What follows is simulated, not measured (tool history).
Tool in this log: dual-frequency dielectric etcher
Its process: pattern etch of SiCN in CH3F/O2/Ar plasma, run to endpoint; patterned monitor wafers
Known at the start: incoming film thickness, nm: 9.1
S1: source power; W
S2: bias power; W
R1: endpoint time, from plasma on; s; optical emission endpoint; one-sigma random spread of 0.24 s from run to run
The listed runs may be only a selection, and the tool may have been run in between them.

| run | hour | S1 | S2 | R1 |
|---|---|---|---|---|
| 1 | 0.0 | 460 | 79 | 24.585 |
| 2 | 7.4 | 390 | 79 | 25.879 |
| 3 | 10.0 | 370 | 75 | 27.025 |
| 4 | 15.5 | 350 | 73 | 27.959 |
| 5 | 21.1 | 340 | 72 | 28.272 |
| 6 | 28.5 | 340 | 83 | 27.481 |
| 7 | 37.1 | 320 | 81 | 28.035 |
| 8 | 41.5 | 310 | 79 | 28.440 |

Estimate the outcome of run 9 from the log above:
| 9 | 50.3 | 300 | 77 | ? |

For run 9 the tool returned R1 29.287 s.
